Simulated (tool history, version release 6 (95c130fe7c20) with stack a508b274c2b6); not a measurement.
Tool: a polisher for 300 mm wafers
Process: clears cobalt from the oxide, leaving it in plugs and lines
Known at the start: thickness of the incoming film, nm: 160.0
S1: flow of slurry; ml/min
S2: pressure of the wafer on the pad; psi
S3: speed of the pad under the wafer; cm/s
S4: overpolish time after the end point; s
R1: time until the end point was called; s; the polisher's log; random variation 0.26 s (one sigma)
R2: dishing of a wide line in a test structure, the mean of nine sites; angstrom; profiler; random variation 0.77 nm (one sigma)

run  hour   S1   S2   S3  S4      R1      R2
  1   0.0  195  1.5  106  29  42.371  480.47
  2   7.1  195  1.5  106  36  42.372  525.95
  3  10.9  195  1.6  106  36  40.242  553.44
  4  14.9  220  1.6  106  36  40.151  532.83
  5  16.6  250  1.7  110  27  37.049  535.15
  6  20.4  205  1.7  122  21  33.748  471.38
  7  24.8  150  2.0  134   9  28.912  318.77
  8  26.6  155  2.0  134   9  29.469  316.55
  9  29.9  160  2.0  134   9  28.746  321.44
 10  38.2  165  2.0  134   9  28.568  329.42
 11  45.7  170  2.0  134   9  28.587  324.58
 12  50.0  175  2.1  134  12  27.645  393.94

The next listed run, before its measurement:
 13  59.0  165  2.1  134  11   ?   ?

R1: 27.321 s
R2: 394.69 angstrom
